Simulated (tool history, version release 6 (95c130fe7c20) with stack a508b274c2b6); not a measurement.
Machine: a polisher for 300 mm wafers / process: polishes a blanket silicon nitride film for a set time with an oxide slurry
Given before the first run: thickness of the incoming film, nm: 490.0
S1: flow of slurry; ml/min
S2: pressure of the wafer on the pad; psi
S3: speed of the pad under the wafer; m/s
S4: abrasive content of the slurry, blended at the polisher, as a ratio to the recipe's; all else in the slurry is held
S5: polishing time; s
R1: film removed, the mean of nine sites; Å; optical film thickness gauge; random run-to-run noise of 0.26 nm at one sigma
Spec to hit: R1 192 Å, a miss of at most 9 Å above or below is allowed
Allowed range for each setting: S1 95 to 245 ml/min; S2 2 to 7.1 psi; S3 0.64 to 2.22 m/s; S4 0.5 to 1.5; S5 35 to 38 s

| run | day | S1 | S2 | S3 | S4 | S5 | R1 |
|---|---|---|---|---|---|---|---|
| 1 | 0 | 155 | 4.5 | 1.42 | 1 | 38 | 329.99 |
| 2 | 0.225 | 155 | 3.7 | 1.4 | 1 | 38 | 297.11 |
| 3 | 0.308 | 155 | 3.7 | 1.4 | 1.15 | 38 | 315.44 |
| 4 | 0.354 | 190 | 3.7 | 1.4 | 1.15 | 38 | 322.68 |
| 5 | 0.638 | 190 | 3.7 | 1.4 | 1.15 | 38 | 329.32 |
| 6 | 0.942 | 190 | 3.7 | 1.4 | 1.35 | 38 | 350.32 |
| 7 | 1.217 | 185 | 3.1 | 1.24 | 1.35 | 38 | 296.5 |
| 8 | 1.521 | 185 | 2.7 | 1.08 | 1.35 | 38 | 249.15 |
| 9 | 1.742 | 185 | 2.5 | 1 | 1.35 | 38 | 227.47 |
| 10 | 1.988 | 185 | 2.3 | 0.96 | 1.35 | 38 | 209.68 |

Which of these 5 next moves meets every target?
| A | 2.233 | 185 | 2.5 | 0.84 | 1.2 | 38 | ? |
| B | 2.233 | 170 | 2.3 | 0.98 | 1.45 | 36 | ? |
| C | 2.233 | 215 | 2.5 | 1.02 | 1.5 | 38 | ? |
| D | 2.233 | 210 | 2.4 | 1.02 | 1.5 | 38 | ? |
| E | 2.233 | 235 | 2 | 0.98 | 1.4 | 38 | ? |

| move | R1 |
|---|---|
| A | 194.04 |
| B | 212.33 |
| C | 249.9 |
| D | 244.67 |
| E | 216.87 |
A: all results land within tolerance of their targets
B: misses by more than the last run did
C: misses by more than the last run did
D: misses by more than the last run did
E: misses by more than the last run did
Answer: A
